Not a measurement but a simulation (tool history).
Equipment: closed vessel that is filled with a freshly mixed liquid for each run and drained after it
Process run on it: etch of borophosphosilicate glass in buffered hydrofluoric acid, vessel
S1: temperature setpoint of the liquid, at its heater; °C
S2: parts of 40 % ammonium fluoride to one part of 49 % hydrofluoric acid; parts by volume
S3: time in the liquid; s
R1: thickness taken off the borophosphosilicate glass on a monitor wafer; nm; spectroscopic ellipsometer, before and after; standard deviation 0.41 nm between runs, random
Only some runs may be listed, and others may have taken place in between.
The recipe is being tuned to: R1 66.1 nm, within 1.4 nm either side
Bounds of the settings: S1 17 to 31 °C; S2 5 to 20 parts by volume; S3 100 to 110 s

run,day,S1,S2,S3,R1
1,0,23,12,100,90.578
2,0.029,21,12,100,80.095
3,0.112,20,12,100,77.262
4,0.258,20,12,110,84.211
5,0.546,19,12,110,79.842
6,0.738,22,12,110,94.899
7,1.092,20.5,12.5,110,84.291
8,1.208,19.5,12.5,110,79.252
9,1.312,18.5,12.5,110,74.68
10,1.55,18,12.5,110,71.861
11,1.646,18,12.5,110,72.967

Exactly one of the 4 candidate moves below puts every result within its allowed miss. Which one?
A,1.742,18.5,12,105,?
B,1.742,19,14.5,110,?
C,1.742,17,12,105,?
D,1.742,17,9,100,?

move,R1
A,74.485
B,66.569
C,68.473
D,83.486
A: misses by more than the last run did
B: all results land within tolerance of their targets
C: nearer the targets than the last run, but a result is still out of spec
D: misses by more than the last run did
So the answer is move B, the one that meets all the targets.
